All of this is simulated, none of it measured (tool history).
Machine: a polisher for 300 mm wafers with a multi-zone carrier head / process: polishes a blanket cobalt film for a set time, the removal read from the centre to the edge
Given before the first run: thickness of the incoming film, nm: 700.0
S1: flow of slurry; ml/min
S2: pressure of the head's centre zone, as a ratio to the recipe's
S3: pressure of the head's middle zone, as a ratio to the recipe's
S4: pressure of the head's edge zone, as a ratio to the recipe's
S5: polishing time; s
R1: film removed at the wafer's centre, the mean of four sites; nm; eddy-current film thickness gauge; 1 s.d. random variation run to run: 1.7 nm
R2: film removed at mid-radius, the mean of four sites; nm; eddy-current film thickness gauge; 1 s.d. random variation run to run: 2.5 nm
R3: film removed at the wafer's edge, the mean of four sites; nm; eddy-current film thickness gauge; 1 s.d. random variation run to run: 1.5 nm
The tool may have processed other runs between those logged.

run	hour	S1	S2	S3	S4	S5	R1	R2	R3
1	0.0	165	1.00	1.00	1.00	38	302.07	283.24	285.99
2	6.4	150	0.94	0.95	1.02	35	259.38	242.57	262.72
3	10.2	135	0.90	0.93	1.05	33	226.55	220.27	248.71
4	16.4	135	0.90	0.93	1.05	27	186.66	183.70	200.78
5	22.9	135	0.90	0.89	1.05	27	189.06	169.98	201.18
6	31.8	135	0.90	0.89	1.09	27	185.53	178.92	209.37
7	33.7	140	0.89	0.88	1.11	27	185.63	173.18	211.15
8	42.3	145	0.88	0.88	1.13	27	180.28	170.31	213.37

The next listed run, before its measurement:
9	45.9	175	0.87	0.93	1.17	28	?	?	?

R1: 198.25 nm
R2: 190.54 nm
R3: 230.63 nm
